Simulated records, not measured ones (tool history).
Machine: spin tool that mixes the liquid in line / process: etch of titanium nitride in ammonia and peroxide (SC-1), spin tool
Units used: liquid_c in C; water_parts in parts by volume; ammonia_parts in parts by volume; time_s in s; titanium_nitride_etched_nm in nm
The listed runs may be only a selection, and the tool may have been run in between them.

run 1 hour=0 | liquid_c=59 water_parts=28 ammonia_parts=0.55 time_s=325 | titanium_nitride_etched_nm=31.111
run 2 hour=3.8 | liquid_c=59 water_parts=28 ammonia_parts=0.45 time_s=325 | titanium_nitride_etched_nm=29.891
run 3 hour=8.7 | liquid_c=60.5 water_parts=28 ammonia_parts=0.45 time_s=325 | titanium_nitride_etched_nm=33.352
run 4 hour=10.3 | liquid_c=61.5 water_parts=28 ammonia_parts=0.45 time_s=325 | titanium_nitride_etched_nm=35.151
run 5 hour=16.6 | liquid_c=62.5 water_parts=28 ammonia_parts=0.45 time_s=325 | titanium_nitride_etched_nm=37.825
run 6 hour=21.1 | liquid_c=63 water_parts=28 ammonia_parts=0.45 time_s=325 | titanium_nitride_etched_nm=38.711

Run 7 has not been measured yet. What should we expect?
run 7 hour=24.7 | liquid_c=63.5 water_parts=28 ammonia_parts=0.45 time_s=325 | titanium_nitride_etched_nm=?

titanium_nitride_etched_nm: 40.523 nm
